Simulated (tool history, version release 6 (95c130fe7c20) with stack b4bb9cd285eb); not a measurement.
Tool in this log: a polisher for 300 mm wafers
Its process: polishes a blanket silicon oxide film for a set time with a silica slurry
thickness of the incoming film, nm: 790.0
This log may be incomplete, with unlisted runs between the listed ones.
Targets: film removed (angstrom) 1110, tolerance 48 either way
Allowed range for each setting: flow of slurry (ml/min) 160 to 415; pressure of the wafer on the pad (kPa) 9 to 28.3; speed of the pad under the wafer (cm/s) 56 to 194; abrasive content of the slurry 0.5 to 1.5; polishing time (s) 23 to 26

run	day	flow of slurry (ml/min)	pressure of the wafer on the pad (kPa)	speed of the pad under the wafer (cm/s)	abrasive content of the slurry	polishing time (s)	film removed (angstrom)
1	0	265	18.6	124	1	26	705.39
2	0.271	220	18.6	124	1	26	709.6
3	0.646	220	18.6	112	1	26	633.14
4	0.708	220	18.6	136	1	26	747.34
5	0.733	220	20	136	1	26	799.76
6	0.967	220	20.7	136	1	26	826.09
7	1.2	220	21.4	136	1	26	855.83
8	1.458	220	22.1	136	1	26	875.68
9	1.617	220	22.8	136	1	26	882.45

Consider the 5 candidate settings below. Which is the only one whose results all fall within their allowed miss of target?
A	1.775	165	21.4	162	1	26	?
B	1.775	225	24.8	154	1.3	26	?
C	1.775	295	24.1	160	0.95	26	?
D	1.775	180	22.8	158	0.95	26	?
E	1.775	215	22.1	158	1.1	26	?

move	film removed (angstrom)
A	957.48
B	1185.4
C	1086.5
D	985.1
E	1017.1
A: nearer than the last run, and not there yet
B: carries the result that was furthest off beyond its target, to the other side
C: all results in spec
D: nearer than the last run, and not there yet
E: nearer than the last run, and not there yet
So the answer is move C, the one that meets all the targets.

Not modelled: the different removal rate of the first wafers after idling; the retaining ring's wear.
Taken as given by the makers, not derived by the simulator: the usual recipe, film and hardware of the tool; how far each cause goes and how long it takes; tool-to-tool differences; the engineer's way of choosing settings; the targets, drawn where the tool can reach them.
